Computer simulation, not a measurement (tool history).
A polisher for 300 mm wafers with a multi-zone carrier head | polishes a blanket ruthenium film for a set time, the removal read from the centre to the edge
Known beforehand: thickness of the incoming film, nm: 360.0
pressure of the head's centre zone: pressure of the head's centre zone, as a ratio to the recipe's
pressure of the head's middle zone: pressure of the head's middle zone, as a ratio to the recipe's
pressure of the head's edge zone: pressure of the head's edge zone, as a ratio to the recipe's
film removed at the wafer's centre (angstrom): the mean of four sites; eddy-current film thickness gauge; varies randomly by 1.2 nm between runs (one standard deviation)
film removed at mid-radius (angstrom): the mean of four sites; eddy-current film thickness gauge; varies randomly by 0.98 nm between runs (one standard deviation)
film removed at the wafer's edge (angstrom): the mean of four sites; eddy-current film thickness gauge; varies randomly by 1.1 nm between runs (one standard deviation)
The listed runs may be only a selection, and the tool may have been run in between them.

run  hour  flow of slurry (ml/min)  pressure of the head's centre zone  pressure of the head's middle zone  pressure of the head's edge zone  polishing time (s)  film removed at the wafer's centre (angstrom)  film removed at mid-radius (angstrom)  film removed at the wafer's edge (angstrom)
  1     0                      240                                   1                                   1                                 1                  56                                         595.09                                  589.7                                        570.2
  2   2.1                      245                                   1                                1.03                              1.02                  60                                          643.3                                 637.54                                       641.72
  3     8                      245                                   1                                1.08                              1.02                  60                                         641.49                                 676.45                                       632.19
  4  10.5                      250                                1.01                                1.11                              1.03                  63                                         666.83                                 722.35                                       666.01
  5  16.2                      250                                1.01                                1.11                                 1                  63                                          676.4                                 721.23                                       660.74
  6  20.5                      250                                1.01                                1.11                              1.08                  63                                         677.12                                 728.42                                       681.73
  7  28.7                      255                                1.02                                1.13                              1.09                  65                                          698.3                                 748.07                                       711.32

Run 8 has not been measured yet. What should we expect?
  8  31.2                      255                                1.03                                1.14                              1.08                  67                                              ?                                      ?                                            ?

{"run 8": {"film removed at the wafer's centre (angstrom)": 728.49, "film removed at mid-radius (angstrom)": 794.73, "film removed at the wafer's edge (angstrom)": 743.67}}

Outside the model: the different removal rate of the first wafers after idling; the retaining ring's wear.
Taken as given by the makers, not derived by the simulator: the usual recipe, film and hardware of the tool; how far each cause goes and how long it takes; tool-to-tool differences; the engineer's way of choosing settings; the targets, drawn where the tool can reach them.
